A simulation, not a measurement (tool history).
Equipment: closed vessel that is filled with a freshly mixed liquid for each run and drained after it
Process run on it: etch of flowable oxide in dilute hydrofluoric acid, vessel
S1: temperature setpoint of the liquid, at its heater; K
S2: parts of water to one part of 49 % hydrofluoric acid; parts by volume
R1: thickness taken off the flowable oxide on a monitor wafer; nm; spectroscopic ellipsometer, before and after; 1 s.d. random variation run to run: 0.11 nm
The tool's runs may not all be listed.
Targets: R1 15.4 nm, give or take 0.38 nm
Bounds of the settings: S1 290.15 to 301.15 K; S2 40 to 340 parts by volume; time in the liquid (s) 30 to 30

Run 1, day 0: S1 293.15 K, S2 190 parts by volume, time in the liquid (s) 30. Result: R1 7.9632 nm.
Run 2, day 0.346: S1 294.65 K, S2 180 parts by volume, time in the liquid (s) 30. Result: R1 8.8821 nm.
Run 3, day 0.729: S1 295.65 K, S2 170 parts by volume, time in the liquid (s) 30. Result: R1 10.09 nm.
Run 4, day 1.104: S1 295.65 K, S2 130 parts by volume, time in the liquid (s) 30. Result: R1 13.785 nm.
Run 5, day 1.471: S1 296.15 K, S2 130 parts by volume, time in the liquid (s) 30. Result: R1 13.928 nm.
Run 6, day 1.754: S1 296.15 K, S2 130 parts by volume, time in the liquid (s) 30. Result: R1 13.839 nm.
Run 7, day 1.892: S1 296.15 K, S2 130 parts by volume, time in the liquid (s) 30. Result: R1 13.894 nm.
Run 8, day 2.246: S1 296.65 K, S2 130 parts by volume, time in the liquid (s) 30. Result: R1 14.128 nm.
Run 9, day 2.462: S1 297.15 K, S2 130 parts by volume, time in the liquid (s) 30. Result: R1 14.487 nm.
Run 10, day 2.508: S1 297.65 K, S2 130 parts by volume, time in the liquid (s) 30. Result: R1 14.665 nm.
Run 11, day 2.883: S1 298.15 K, S2 130 parts by volume, time in the liquid (s) 30. Result: R1 14.983 nm.

4 candidate next runs follow, results not yet known. Just one meets every target within its allowed miss. Identify it.
Run A, day 3.258: S1 298.65 K, S2 130 parts by volume, time in the liquid (s) 30. Result: R1 ?.
Run B, day 3.258: S1 298.15 K, S2 120 parts by volume, time in the liquid (s) 30. Result: R1 ?.
Run C, day 3.258: S1 299.65 K, S2 125 parts by volume, time in the liquid (s) 30. Result: R1 ?.
Run D, day 3.258: S1 298.65 K, S2 120 parts by volume, time in the liquid (s) 30. Result: R1 ?.

move      R1
   A  15.268
   B  16.424
   C  16.597
   D  16.744
A: every result lands within tolerance
B: takes the result that was furthest off past its target
C: takes the result that was furthest off past its target
D: takes the result that was furthest off past its target
So the answer is move A, the one that meets all the targets.

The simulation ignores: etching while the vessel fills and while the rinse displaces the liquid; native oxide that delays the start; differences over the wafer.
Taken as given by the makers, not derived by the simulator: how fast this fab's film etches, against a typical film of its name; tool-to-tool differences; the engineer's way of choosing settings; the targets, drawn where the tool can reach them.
